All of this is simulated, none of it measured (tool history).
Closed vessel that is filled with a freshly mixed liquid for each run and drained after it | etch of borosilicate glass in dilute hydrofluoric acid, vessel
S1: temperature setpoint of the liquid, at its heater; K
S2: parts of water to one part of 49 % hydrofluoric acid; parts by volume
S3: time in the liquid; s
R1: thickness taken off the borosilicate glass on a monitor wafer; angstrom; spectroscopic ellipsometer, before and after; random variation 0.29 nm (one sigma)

Run 1, hour 0: S1 295.15 K, S2 140 parts by volume, S3 140 s. Result: R1 306.22 angstrom.
Run 2, hour 7.7: S1 297.15 K, S2 135 parts by volume, S3 140 s. Result: R1 349.77 angstrom.
Run 3, hour 13: S1 297.15 K, S2 170 parts by volume, S3 140 s. Result: R1 262.83 angstrom.
Run 4, hour 21.6: S1 297.15 K, S2 220 parts by volume, S3 140 s. Result: R1 192.72 angstrom.
Run 5, hour 24.1: S1 294.65 K, S2 220 parts by volume, S3 140 s. Result: R1 177.38 angstrom.
Run 6, hour 25.8: S1 297.65 K, S2 220 parts by volume, S3 140 s. Result: R1 197.15 angstrom.

Forecast run 7:
Run 7, hour 28.3: S1 299.15 K, S2 195 parts by volume, S3 140 s. Result: R1 ?.

R1: 239.59 angstrom
